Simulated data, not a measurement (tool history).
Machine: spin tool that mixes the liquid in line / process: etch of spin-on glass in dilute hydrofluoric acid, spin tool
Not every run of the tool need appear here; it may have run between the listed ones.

run  hour  temperature setpoint of the liquid (°C)  parts of water to one part of 49 % hydrofluoric acid (parts by volume)  time under the liquid (s)  thickness taken off the spin-on glass on a monitor wafer (Å)
  1   0.0                                     22.0                                                                      45                         55                                                        680.55
  2   4.3                                     22.0                                                                      45                         60                                                        742.00
  3  10.2                                     24.5                                                                      45                         60                                                        822.06
  4  17.4                                     22.5                                                                      55                         60                                                        618.42
  5  18.7                                     22.5                                                                      45                         60                                                        752.04
  6  25.6                                     20.5                                                                      45                         60                                                        707.74
  7  29.3                                     19.5                                                                      55                         60                                                        545.23

Run 8, settings as shown, results not yet in. Your forecast:
  8  35.7                                     19.0                                                                      60                         60                                                             ?

thickness taken off the spin-on glass on a monitor wafer (Å): 484.27
